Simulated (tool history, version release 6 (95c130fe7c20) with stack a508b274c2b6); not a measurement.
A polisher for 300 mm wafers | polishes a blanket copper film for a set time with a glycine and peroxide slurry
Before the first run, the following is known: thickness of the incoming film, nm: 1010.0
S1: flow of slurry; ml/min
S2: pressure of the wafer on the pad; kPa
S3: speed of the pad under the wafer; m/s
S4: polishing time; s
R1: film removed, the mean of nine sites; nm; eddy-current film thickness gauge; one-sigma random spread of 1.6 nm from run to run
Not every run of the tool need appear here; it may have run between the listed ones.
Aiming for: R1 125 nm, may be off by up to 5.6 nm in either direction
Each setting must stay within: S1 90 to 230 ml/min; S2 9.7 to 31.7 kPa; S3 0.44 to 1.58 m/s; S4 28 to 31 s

| run | hour | S1 | S2 | S3 | S4 | R1 |
|---|---|---|---|---|---|---|
| 1 | 0 | 150 | 20.7 | 1 | 31 | 213.55 |
| 2 | 8 | 150 | 20.7 | 1.18 | 31 | 243.48 |
| 3 | 10.2 | 150 | 17.9 | 1.12 | 31 | 208.45 |
| 4 | 17.3 | 150 | 15.9 | 1.08 | 31 | 186.32 |
| 5 | 21.6 | 150 | 14.5 | 1.04 | 31 | 165.3 |
| 6 | 25.4 | 150 | 14.5 | 0.92 | 31 | 153.56 |
| 7 | 31.1 | 150 | 13.8 | 0.92 | 31 | 147.71 |
| 8 | 39 | 150 | 13.1 | 0.92 | 31 | 141.57 |
| 9 | 47.2 | 150 | 12.4 | 0.92 | 31 | 133.55 |

Below are 5 possible settings for the next run. Only one of them brings all results inside the allowed miss of their targets. Which is it?
| A | 55.4 | 155 | 13.1 | 0.9 | 28 | ? |
| B | 55.4 | 150 | 13.8 | 0.94 | 31 | ? |
| C | 55.4 | 165 | 13.1 | 1.02 | 30 | ? |
| D | 55.4 | 175 | 14.5 | 0.82 | 31 | ? |
| E | 55.4 | 145 | 13.8 | 0.9 | 31 | ? |

| move | R1 |
|---|---|
| A | 126.82 |
| B | 149.54 |
| C | 148.69 |
| D | 144.62 |
| E | 144.7 |
A: all results land within tolerance of their targets
B: the biggest miss grows against the last run
C: the biggest miss grows against the last run
D: the biggest miss grows against the last run
E: the biggest miss grows against the last run
Correct choice: A, which meets every target
